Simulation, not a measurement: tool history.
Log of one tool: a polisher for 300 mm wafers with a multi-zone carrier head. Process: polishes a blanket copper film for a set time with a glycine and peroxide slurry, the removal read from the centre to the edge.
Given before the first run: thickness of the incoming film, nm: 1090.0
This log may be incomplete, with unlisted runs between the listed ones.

| run | hour | flow of slurry (ml/min) | pressure of the head's centre zone | pressure of the head's middle zone | pressure of the head's edge zone | polishing time (s) | film removed at the wafer's centre (angstrom) | film removed at mid-radius (angstrom) | film removed at the wafer's edge (angstrom) |
|---|---|---|---|---|---|---|---|---|---|
| 1 | 0.0 | 175 | 1.00 | 1.00 | 1.00 | 67 | 3424.7 | 3687.2 | 3515.3 |
| 2 | 8.5 | 165 | 0.95 | 0.99 | 0.96 | 59 | 2728.1 | 3174.5 | 3079.2 |
| 3 | 14.7 | 140 | 0.95 | 0.99 | 0.96 | 59 | 2646.4 | 3102.0 | 2970.3 |
| 4 | 19.7 | 140 | 1.01 | 0.99 | 0.96 | 59 | 2854.1 | 3138.1 | 3013.2 |
| 5 | 20.9 | 140 | 1.01 | 0.92 | 0.96 | 59 | 2832.8 | 2966.3 | 3008.9 |
| 6 | 24.3 | 140 | 1.01 | 0.84 | 0.96 | 59 | 2796.3 | 2753.7 | 3000.4 |

Run 7, settings as shown, results not yet in. Your forecast:
|  | 27.5 | centre zone pressure recalibrated |
| 7 | 27.5 | 135 | 0.98 | 0.89 | 0.92 | 54 | ? | ? | ? |

{"run 7": {"film removed at the wafer's centre (angstrom)": 2653.9, "film removed at mid-radius (angstrom)": 2593.5, "film removed at the wafer's edge (angstrom)": 2779.4}}
